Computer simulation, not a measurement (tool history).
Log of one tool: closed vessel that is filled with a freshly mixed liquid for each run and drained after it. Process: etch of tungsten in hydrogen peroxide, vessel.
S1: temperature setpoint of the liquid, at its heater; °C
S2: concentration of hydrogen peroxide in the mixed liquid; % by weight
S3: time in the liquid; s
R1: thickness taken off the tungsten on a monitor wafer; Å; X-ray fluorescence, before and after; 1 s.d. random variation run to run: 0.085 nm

run  hour    S1    S2  S3      R1
  1   0.0  53.0  19.0  30  265.16
  2   3.1  53.0  19.0  30  267.38
  3  11.7  51.0  19.0  30  235.59
  4  19.5  49.5  19.0  30  216.36
     23.1  -- thermometer replaced
  5  23.1  49.5  22.5  30  268.21
  6  27.6  53.5  22.5  30  340.05

What will run 7 give?
  7  30.0  50.0  22.5  30   ?

R1: 275.24 Å

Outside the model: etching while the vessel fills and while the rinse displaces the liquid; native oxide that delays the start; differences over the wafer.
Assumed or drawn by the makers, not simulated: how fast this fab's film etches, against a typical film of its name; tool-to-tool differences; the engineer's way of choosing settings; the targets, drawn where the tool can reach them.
